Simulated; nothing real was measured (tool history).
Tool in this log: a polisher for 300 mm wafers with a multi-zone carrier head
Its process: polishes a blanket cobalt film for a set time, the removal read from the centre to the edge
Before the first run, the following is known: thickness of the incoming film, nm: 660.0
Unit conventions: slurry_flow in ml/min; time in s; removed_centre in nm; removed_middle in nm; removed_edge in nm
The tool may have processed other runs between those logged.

run	hour	slurry_flow	centre_zone	middle_zone	edge_zone	time	removed_centre	removed_middle	removed_edge
1	0.0	255	1.00	1.00	1.00	51	218.15	223.29	229.40
2	5.6	255	1.00	1.00	1.00	46	196.63	200.70	202.60
3	14.6	255	1.07	1.00	1.00	46	212.03	199.90	209.00
4	20.7	255	1.07	1.00	0.92	46	209.01	200.01	199.67
5	29.3	255	1.07	1.00	0.92	58	265.93	250.01	249.15
6	31.8	265	1.07	1.00	0.90	55	255.78	237.72	238.51
7	38.5	250	1.08	1.01	0.88	53	244.23	228.41	224.70
8	44.1	250	1.08	1.01	0.88	53	246.17	230.49	225.06
9	47.4	240	1.08	1.01	0.87	51	236.91	221.56	210.58
10	52.5	225	1.06	0.99	0.86	50	225.17	213.55	209.38

Estimate the outcome of run 11 from the log above:
11	61.3	285	1.07	1.03	0.84	41	?	?	?

Run 11 came out at removed_centre 190.83 nm, removed_middle 182.65 nm, removed_edge 168.13 nm.
